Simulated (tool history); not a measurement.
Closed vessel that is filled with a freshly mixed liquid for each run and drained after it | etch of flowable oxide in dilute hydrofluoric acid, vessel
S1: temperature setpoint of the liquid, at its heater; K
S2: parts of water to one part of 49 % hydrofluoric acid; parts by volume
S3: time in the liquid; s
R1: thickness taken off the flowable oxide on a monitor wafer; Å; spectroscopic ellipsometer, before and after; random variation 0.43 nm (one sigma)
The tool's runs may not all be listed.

{"run": 1, "hour": 0.0, "S1": 296.15, "S2": 185, "S3": 550, "R1": 824.8}
{"run": 2, "hour": 1.6, "S1": 296.15, "S2": 245, "S3": 550, "R1": 571.71}
{"run": 3, "hour": 5.7, "S1": 296.15, "S2": 245, "S3": 550, "R1": 573.13}
{"run": 4, "hour": 14.1, "S1": 296.15, "S2": 245, "S3": 595, "R1": 628.97}
{"run": 5, "hour": 21.5, "S1": 293.65, "S2": 245, "S3": 595, "R1": 570.01}
{"run": 6, "hour": 29.9, "S1": 293.65, "S2": 220, "S3": 595, "R1": 646.97}
{"run": 7, "hour": 38.3, "S1": 293.15, "S2": 220, "S3": 595, "R1": 641.0}
{"run": 8, "hour": 41.5, "S1": 292.65, "S2": 220, "S3": 595, "R1": 626.24}
{"run": 9, "hour": 44.4, "S1": 292.15, "S2": 220, "S3": 595, "R1": 610.19}
{"run": 10, "hour": 48.4, "S1": 292.15, "S2": 220, "S3": 595, "R1": 616.09}

The next listed run, before its measurement:
{"run": 11, "hour": 55.8, "S1": 291.65, "S2": 220, "S3": 595, "R1": "?"}

Run 11 gave R1 603.08 Å.
